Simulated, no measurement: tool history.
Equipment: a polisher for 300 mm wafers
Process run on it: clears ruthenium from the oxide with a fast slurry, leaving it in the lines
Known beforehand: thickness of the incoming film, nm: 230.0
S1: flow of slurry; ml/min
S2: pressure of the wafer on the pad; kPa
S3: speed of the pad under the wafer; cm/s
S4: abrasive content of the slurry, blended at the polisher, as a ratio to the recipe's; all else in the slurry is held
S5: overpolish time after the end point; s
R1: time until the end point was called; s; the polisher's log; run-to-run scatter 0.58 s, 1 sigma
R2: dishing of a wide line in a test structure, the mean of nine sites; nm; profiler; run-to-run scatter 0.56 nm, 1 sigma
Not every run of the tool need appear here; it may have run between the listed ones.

run 1 day=0 | S1=175 S2=22.1 S3=100 S4=1 S5=13 | R1=56.277 R2=39.368
run 2 day=0.329 | S1=135 S2=22.1 S3=100 S4=1 S5=13 | R1=59.525 R2=38.242
run 3 day=0.433 | S1=135 S2=22.1 S3=108 S4=1 S5=13 | R1=52.995 R2=39.96
run 4 day=0.729 | S1=135 S2=22.1 S3=108 S4=1 S5=8 | R1=53.786 R2=27.644
run 5 day=1.1 | S1=135 S2=23.4 S3=108 S4=1 S5=8 | R1=52.843 R2=28.158
run 6 day=1.188 | S1=135 S2=24.1 S3=110 S4=1 S5=8 | R1=48.7 R2=29.533
-- day=1.417 slurry blender recalibrated
run 7 day=1.417 | S1=135 S2=24.8 S3=110 S4=1 S5=9 | R1=41.14 R2=37.251

Predict the results of run 8:
run 8 day=1.7 | S1=135 S2=26.2 S3=108 S4=1 S5=10 | R1=? R2=?

For run 8 the tool returned R1 39.757 s, R2 40.722 nm.

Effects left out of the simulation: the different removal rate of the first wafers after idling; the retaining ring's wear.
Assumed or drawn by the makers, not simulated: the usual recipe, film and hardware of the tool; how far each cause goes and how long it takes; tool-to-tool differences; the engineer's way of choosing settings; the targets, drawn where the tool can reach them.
